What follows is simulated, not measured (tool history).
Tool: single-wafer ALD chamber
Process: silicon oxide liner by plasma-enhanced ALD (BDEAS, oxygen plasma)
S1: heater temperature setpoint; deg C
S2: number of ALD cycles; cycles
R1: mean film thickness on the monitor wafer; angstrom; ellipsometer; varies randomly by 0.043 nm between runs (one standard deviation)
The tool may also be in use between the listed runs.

run    day   S1  S2      R1
  1      0  325  75  67.305
  2  0.304  325  70  62.588
  3  0.629  316  70  63.052
  4  0.908  309  70  63.373
  5  0.954  316  70  63.074
  6  1.317  316  74  66.625

Run 7 is up next; what results do you expect?
  7  1.562  316  77   ?

{"run 7": {"R1": 68.65}}
